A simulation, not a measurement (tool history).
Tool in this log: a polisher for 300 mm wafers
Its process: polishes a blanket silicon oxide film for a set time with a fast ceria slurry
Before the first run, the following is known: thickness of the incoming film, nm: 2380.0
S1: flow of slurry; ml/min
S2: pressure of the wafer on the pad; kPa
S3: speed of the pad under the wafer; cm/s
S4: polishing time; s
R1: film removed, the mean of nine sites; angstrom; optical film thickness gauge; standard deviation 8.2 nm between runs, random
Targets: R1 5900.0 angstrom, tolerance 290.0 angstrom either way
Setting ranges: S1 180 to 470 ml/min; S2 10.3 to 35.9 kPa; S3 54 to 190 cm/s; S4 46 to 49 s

| run | hour | S1 | S2 | S3 | S4 | R1 |
|---|---|---|---|---|---|---|
| 1 | 0.0 | 300 | 22.8 | 122 | 46 | 9000.6 |
| 2 | 2.4 | 300 | 22.8 | 122 | 46 | 8779.1 |
| 3 | 3.3 | 300 | 20.7 | 122 | 46 | 8144.9 |
| 4 | 4.4 | 300 | 18.6 | 122 | 46 | 7294.9 |
| 5 | 10.6 | 355 | 18.6 | 122 | 46 | 7479.4 |
| 6 | 18.9 | 355 | 17.2 | 122 | 46 | 7155.8 |
| 7 | 19.6 | 355 | 15.9 | 122 | 46 | 6692.6 |
| 8 | 21.6 | 355 | 15.2 | 122 | 46 | 6502.6 |

Of the 4 settings listed for the next run, only one would bring every result within its allowed miss of target. Which one?
| A | 23.6 | 410 | 18.6 | 84 | 46 | ? |
| B | 23.6 | 400 | 20.7 | 94 | 46 | ? |
| C | 23.6 | 310 | 11.7 | 122 | 47 | ? |
| D | 23.6 | 380 | 15.9 | 118 | 46 | ? |

| move | R1 |
|---|---|
| A | 5943.9 |
| B | 6906.0 |
| C | 5248.6 |
| D | 6400.0 |
A: all results land within tolerance of their targets
B: lands further from the targets than the last run did
C: pushes the last run's worst result past its target
D: closer than the last run, but not yet in spec
Move A is the one to make.

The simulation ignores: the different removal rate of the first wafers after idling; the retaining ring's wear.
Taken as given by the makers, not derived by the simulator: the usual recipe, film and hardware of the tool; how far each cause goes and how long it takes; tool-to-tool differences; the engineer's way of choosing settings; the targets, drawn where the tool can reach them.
